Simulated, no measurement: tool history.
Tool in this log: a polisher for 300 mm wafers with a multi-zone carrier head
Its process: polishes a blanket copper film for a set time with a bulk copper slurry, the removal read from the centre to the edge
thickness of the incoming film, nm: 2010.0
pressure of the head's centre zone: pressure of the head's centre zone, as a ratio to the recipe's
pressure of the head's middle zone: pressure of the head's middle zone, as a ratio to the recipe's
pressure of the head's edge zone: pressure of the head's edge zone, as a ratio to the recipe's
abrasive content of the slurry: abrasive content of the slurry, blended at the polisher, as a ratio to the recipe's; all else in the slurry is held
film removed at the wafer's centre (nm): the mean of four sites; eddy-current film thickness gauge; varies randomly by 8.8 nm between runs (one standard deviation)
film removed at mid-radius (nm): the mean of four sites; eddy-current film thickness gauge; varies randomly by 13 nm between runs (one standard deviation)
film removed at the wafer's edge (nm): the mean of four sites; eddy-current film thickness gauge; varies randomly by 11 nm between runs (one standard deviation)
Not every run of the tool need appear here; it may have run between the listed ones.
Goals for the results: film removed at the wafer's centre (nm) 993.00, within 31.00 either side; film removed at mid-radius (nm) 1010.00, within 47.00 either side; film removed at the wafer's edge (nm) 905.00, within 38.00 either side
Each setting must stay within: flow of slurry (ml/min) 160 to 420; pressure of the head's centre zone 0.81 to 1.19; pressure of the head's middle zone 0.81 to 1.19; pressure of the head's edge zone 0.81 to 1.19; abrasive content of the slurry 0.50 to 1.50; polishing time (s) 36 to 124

run	hour	flow of slurry (ml/min)	pressure of the head's centre zone	pressure of the head's middle zone	pressure of the head's edge zone	abrasive content of the slurry	polishing time (s)	film removed at the wafer's centre (nm)	film removed at mid-radius (nm)	film removed at the wafer's edge (nm)
1	0.0	270	1.00	1.00	1.00	1.00	79	755.81	747.02	707.06
2	8.3	275	1.02	1.04	1.03	1.15	81	815.11	779.66	780.54
3	13.7	330	1.02	1.04	1.03	1.15	81	838.70	834.36	770.91
4	20.9	345	1.03	1.08	1.04	1.25	82	861.17	879.07	790.17
5	23.9	350	1.04	1.10	1.06	1.35	84	899.70	950.01	848.42
6	27.5	355	1.06	1.10	1.07	1.40	84	906.98	922.53	844.46
7	30.7	360	1.07	1.11	1.07	1.45	85	941.91	959.11	858.24
8	38.6	360	1.08	1.12	1.08	1.45	86	947.81	976.47	881.33

Exercise: of the 4 proposed moves below, exactly one satisfies all targets within the stated allowed misses. Which move is it?
A	46.5	360	1.12	1.15	1.10	1.40	88	?	?	?
B	46.5	390	1.03	1.17	1.06	1.50	82	?	?	?
C	46.5	345	1.05	1.13	1.07	1.45	84	?	?	?
D	46.5	420	1.07	1.14	0.92	1.45	87	?	?	?

move	film removed at the wafer's centre (nm)	film removed at mid-radius (nm)	film removed at the wafer's edge (nm)
A	1007.10	1008.20	903.66
B	902.76	972.81	841.47
C	920.64	951.05	854.18
D	983.12	1008.30	832.56
A: meets every target
B: lands further from the targets than the last run did
C: lands further from the targets than the last run did
D: meets the target for the result that was furthest off, but another lies outside its allowed miss
A is the move that brings every result within its allowed miss.
